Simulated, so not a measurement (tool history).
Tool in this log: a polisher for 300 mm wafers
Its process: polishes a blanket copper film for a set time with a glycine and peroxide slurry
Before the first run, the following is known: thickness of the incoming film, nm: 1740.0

run,hour,flow of slurry (ml/min),pressure of the wafer on the pad (psi),speed of the pad under the wafer (cm/s),polishing time (s),film removed (Å)
1,0.0,190,3.3,120,41,3084.3
2,7.8,190,3.5,120,41,3355.1
3,12.6,190,3.6,120,41,3308.0
4,14.7,190,2.8,120,41,2845.4
5,20.4,190,3.1,122,41,3061.2
6,24.1,190,3.1,140,41,3495.6
7,29.0,190,3.2,140,41,3524.9

Expected results for the next run?
8,35.8,190,3.3,140,41,?

{"run 8": {"film removed (Å)": 3534.9}}
